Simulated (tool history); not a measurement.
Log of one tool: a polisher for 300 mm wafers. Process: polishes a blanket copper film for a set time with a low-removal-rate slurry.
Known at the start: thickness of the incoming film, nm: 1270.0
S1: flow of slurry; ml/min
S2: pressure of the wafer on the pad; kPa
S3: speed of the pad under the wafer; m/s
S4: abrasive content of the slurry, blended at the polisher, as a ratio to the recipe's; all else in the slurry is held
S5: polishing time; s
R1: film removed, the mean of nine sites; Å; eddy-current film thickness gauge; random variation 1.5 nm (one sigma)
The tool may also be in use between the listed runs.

run 1 hour=0.0 | S1=310 S2=19.3 S3=1.12 S4=1.0 S5=57 | R1=2071.5
run 2 hour=5.3 | S1=310 S2=23.4 S3=1.12 S4=1.0 S5=57 | R1=2503.7
run 3 hour=14.0 | S1=280 S2=23.4 S3=1.12 S4=1.0 S5=57 | R1=2509.6
run 4 hour=15.8 | S1=280 S2=21.4 S3=1.12 S4=1.0 S5=57 | R1=2247.5
run 5 hour=22.2 | S1=275 S2=20.0 S3=1.12 S4=1.0 S5=57 | R1=2114.3
run 6 hour=26.1 | S1=275 S2=19.3 S3=1.12 S4=1.0 S5=57 | R1=2004.6
run 7 hour=32.9 | S1=265 S2=18.6 S3=1.12 S4=1.0 S5=57 | R1=1949.7

Run 8 comes next. What will it give?
run 8 hour=41.6 | S1=260 S2=17.9 S3=1.12 S4=1.0 S5=57 | R1=?

Run 8 gave R1 1899.1 Å.

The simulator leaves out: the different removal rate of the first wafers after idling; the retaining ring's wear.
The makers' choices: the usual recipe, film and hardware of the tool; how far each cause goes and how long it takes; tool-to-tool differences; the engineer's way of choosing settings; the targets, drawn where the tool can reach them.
